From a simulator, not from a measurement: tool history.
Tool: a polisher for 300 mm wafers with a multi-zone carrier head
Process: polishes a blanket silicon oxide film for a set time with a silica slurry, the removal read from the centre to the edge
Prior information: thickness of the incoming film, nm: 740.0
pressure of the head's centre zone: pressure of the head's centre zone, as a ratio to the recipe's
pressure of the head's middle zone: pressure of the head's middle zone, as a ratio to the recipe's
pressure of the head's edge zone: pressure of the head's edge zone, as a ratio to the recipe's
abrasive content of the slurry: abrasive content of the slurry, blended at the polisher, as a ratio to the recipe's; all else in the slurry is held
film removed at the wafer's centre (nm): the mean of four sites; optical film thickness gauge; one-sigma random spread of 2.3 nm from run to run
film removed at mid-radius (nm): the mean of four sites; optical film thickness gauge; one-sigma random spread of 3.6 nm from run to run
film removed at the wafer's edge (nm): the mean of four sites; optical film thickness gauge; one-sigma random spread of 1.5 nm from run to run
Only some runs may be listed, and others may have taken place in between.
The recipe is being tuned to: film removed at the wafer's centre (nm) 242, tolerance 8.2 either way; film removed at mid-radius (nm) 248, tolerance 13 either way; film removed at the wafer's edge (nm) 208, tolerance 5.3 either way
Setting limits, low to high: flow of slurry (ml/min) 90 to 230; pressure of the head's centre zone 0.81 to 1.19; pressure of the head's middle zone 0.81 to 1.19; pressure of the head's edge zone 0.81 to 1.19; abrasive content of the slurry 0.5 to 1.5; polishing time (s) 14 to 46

run	hour	flow of slurry (ml/min)	pressure of the head's centre zone	pressure of the head's middle zone	pressure of the head's edge zone	abrasive content of the slurry	polishing time (s)	film removed at the wafer's centre (nm)	film removed at mid-radius (nm)	film removed at the wafer's edge (nm)
1	0	150	1	1	1	1	30	124.5	132.86	133.3
2	0.7	165	1.04	1.04	1	1.1	31	144.31	150.19	148.92
3	3	165	1.04	1.04	0.97	1.1	31	145.28	153.52	146.7
4	6.6	175	1.07	1.07	0.96	1.2	32	162.3	169.4	157.81
5	7.6	175	1.07	1.07	0.96	1.4	32	173.79	175.71	167.64
6	8.8	205	1.07	1.07	0.96	1.4	32	177.62	184.67	172.22
7	13.5	210	1.09	1.09	0.96	1.4	33	186.67	195.48	177.78
8	19.2	215	1.11	1.1	0.95	1.4	34	194.97	202.51	180.77
9	26.4	215	1.13	1.11	0.95	1.4	35	205.97	206.59	188.1
10	35	220	1.14	1.13	0.94	1.4	36	212.27	220.46	190.76
11	36.1	220	1.15	1.14	0.94	1.4	36	213.71	222.17	194.77
12	43.9	220	1.16	1.15	0.93	1.4	36	220.04	222.73	191.27
13	46	220	1.16	1.16	0.93	1.4	36	217.81	219.04	192.96
14	51.1	220	1.16	1.17	0.92	1.4	36	219.33	226.07	190.8
15	54.7	225	1.17	1.18	0.92	1.45	37	230.94	236	198.3
16	58	225	1.17	1.18	0.92	1.45	37	228.61	240.57	199.63
17	65.3	225	1.18	1.17	0.92	1.5	37	233.39	241.4	200.75

Of the 4 settings listed for the next run, only one would bring every result within its allowed miss of target. Which one?
A	72.6	230	1.11	1.19	0.84	1.5	37	?	?	?
B	72.6	190	1.18	1.18	0.92	1.5	39	?	?	?
C	72.6	230	1.12	1.19	0.98	1.4	38	?	?	?
D	72.6	230	1.18	1.16	0.86	1.5	37	?	?	?

move	film removed at the wafer's centre (nm)	film removed at mid-radius (nm)	film removed at the wafer's edge (nm)
A	226.25	248.56	195.58
B	245.93	252.87	208.95
C	228.51	248.73	207.58
D	240.57	243.04	197.35
A: further off than the last run
B: each result inside its tolerance
C: gets the furthest-off result to its target, but another result is out of tolerance
D: further off than the last run
Correct choice: B, which meets every target
